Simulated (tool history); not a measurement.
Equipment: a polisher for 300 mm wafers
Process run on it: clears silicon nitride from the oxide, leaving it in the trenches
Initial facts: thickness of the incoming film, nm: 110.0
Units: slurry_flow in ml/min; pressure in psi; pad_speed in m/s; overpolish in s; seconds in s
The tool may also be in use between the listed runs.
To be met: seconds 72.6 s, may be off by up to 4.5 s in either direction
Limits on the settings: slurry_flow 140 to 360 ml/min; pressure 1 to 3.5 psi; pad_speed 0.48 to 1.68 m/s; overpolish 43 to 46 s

run,hour,slurry_flow,pressure,pad_speed,overpolish,seconds
1,0,230,2.2,1.08,43,121.9
2,2.8,230,2.2,1.08,43,125.83
3,4.9,230,2.2,1.08,46,121.45
4,11.4,230,2.3,1.08,46,119.62
5,15.2,230,1.7,1.08,46,159.05
6,20.9,230,1.9,1.08,46,141.16
7,23.2,230,2,1.08,46,133.77
8,26.8,230,2.1,1.08,46,127.42
9,29.8,230,2.1,1.08,46,129.72
10,32.2,230,2.2,1.08,46,125.31
11,34.9,230,2.3,1.08,46,117.3
12,41.6,230,2.4,1.08,46,114.11
13,48.9,230,2.5,1.08,46,111.37

Which of these 5 next moves meets every target?
A,56.2,230,2,0.82,44,?
B,56.2,255,3,1.32,43,?
C,56.2,245,2.3,0.88,44,?
D,56.2,230,2.6,0.86,46,?
E,56.2,195,3.5,0.96,45,?

move,seconds
A,174.6
B,73.431
C,141.53
D,129.28
E,88.595
A: lands further from the targets than the last run did
B: meets every target
C: lands further from the targets than the last run did
D: lands further from the targets than the last run did
E: closer than the last run, but not yet in spec
Answer: B

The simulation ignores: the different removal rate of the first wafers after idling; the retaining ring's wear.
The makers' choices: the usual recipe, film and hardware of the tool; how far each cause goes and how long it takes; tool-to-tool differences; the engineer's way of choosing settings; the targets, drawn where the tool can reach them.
